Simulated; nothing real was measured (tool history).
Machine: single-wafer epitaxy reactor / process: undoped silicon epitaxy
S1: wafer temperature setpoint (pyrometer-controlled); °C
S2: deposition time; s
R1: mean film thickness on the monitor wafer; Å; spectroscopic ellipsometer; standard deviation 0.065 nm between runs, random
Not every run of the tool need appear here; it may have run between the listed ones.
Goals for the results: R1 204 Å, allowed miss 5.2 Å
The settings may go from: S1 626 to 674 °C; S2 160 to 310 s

run 1 day=0 | S1=650 S2=235 | R1=370.05
run 2 day=0.133 | S1=650 S2=217 | R1=342.44
run 3 day=0.5 | S1=644 S2=216 | R1=294.53
run 4 day=0.65 | S1=644 S2=240 | R1=327.09
run 5 day=0.979 | S1=639 S2=237 | R1=289.66
run 6 day=1.179 | S1=639 S2=259 | R1=313.57
run 7 day=1.454 | S1=636 S2=250 | R1=282.08
run 8 day=1.496 | S1=633 S2=244 | R1=255.51
run 9 day=1.562 | S1=631 S2=240 | R1=239.99
run 10 day=1.604 | S1=630 S2=237 | R1=231.65
run 11 day=1.775 | S1=629 S2=235 | R1=222.59
run 12 day=2.138 | S1=628 S2=234 | R1=216.99
run 13 day=2.288 | S1=627 S2=233 | R1=210.56

4 next moves are on the table. One of them brings every result within its allowed miss. Which?
run A day=2.438 | S1=631 S2=219 | R1=?
run B day=2.438 | S1=628 S2=233 | R1=?
run C day=2.438 | S1=631 S2=222 | R1=?
run D day=2.438 | S1=626 S2=230 | R1=?

move=A R1=219.23
move=B R1=216.65
move=C R1=222.24
move=D R1=203.54
A: the biggest miss grows against the last run
B: the biggest miss grows against the last run
C: the biggest miss grows against the last run
D: all results in spec
The move that meets every target is D.
